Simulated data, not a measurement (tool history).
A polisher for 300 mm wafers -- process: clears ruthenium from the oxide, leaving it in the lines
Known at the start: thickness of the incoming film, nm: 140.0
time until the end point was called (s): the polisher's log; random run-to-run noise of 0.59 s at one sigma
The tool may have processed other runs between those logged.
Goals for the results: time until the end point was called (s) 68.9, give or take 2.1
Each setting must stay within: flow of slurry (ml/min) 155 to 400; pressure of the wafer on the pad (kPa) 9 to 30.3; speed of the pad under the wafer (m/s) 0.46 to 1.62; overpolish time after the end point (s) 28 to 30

| run | hour | flow of slurry (ml/min) | pressure of the wafer on the pad (kPa) | speed of the pad under the wafer (m/s) | overpolish time after the end point (s) | time until the end point was called (s) |
|---|---|---|---|---|---|---|
| 1 | 0 | 255 | 19.3 | 1.04 | 28 | 76.857 |
| 2 | 3.1 | 260 | 20.7 | 1.04 | 28 | 71.968 |
| 3 | 8.1 | 260 | 24.1 | 1.04 | 28 | 65.348 |
| 4 | 10.7 | 260 | 21.4 | 1.04 | 28 | 71.873 |
| 5 | 18.5 | 260 | 25.5 | 1.04 | 28 | 61.128 |
| 6 | 23.9 | 260 | 29 | 1.04 | 28 | 55.39 |
| 7 | 25.1 | 260 | 28.3 | 1.04 | 28 | 55.995 |
| 8 | 31.8 | 260 | 27.6 | 1.04 | 28 | 57.562 |
| 9 | 34.8 | 260 | 26.9 | 1.04 | 28 | 58.992 |
| 10 | 40.8 | 260 | 26.2 | 1.04 | 28 | 60.215 |

Exercise: of the 4 proposed moves below, exactly one satisfies all targets within the stated allowed misses. Which move is it?
| A | 46.8 | 240 | 26.2 | 1.12 | 28 | ? |
| B | 46.8 | 250 | 22.1 | 1 | 28 | ? |
| C | 46.8 | 235 | 25.5 | 0.94 | 28 | ? |
| D | 46.8 | 300 | 20 | 1.04 | 28 | ? |

| move | time until the end point was called (s) |
|---|---|
| A | 56.52 |
| B | 72.207 |
| C | 68.254 |
| D | 74.013 |
A: moves away from the targets compared with the last run
B: takes the result that was furthest off past its target
C: each result inside its tolerance
D: takes the result that was furthest off past its target
So the answer is move C, the one that meets all the targets.
